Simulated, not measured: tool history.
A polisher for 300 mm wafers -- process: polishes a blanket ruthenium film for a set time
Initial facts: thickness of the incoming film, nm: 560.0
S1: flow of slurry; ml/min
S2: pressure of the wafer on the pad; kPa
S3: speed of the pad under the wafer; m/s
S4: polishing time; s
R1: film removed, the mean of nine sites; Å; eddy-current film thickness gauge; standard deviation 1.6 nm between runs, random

| run | hour | S1 | S2 | S3 | S4 | R1 |
|---|---|---|---|---|---|---|
| 1 | 0.0 | 135 | 15.2 | 1.22 | 68 | 1205.9 |
| 2 | 6.2 | 135 | 15.2 | 1.22 | 71 | 1249.5 |
| 3 | 9.2 | 160 | 15.2 | 1.22 | 71 | 1295.4 |
| 4 | 13.4 | 160 | 15.9 | 1.22 | 71 | 1364.9 |
| 5 | 19.2 | 160 | 15.9 | 1.22 | 68 | 1298.6 |
| 6 | 24.0 | 135 | 15.9 | 1.22 | 68 | 1258.0 |

Run 7 has not been measured yet. What should we expect?
| 7 | 32.8 | 135 | 16.5 | 1.22 | 68 | ? |

{"run 7": {"R1": 1332.3}}

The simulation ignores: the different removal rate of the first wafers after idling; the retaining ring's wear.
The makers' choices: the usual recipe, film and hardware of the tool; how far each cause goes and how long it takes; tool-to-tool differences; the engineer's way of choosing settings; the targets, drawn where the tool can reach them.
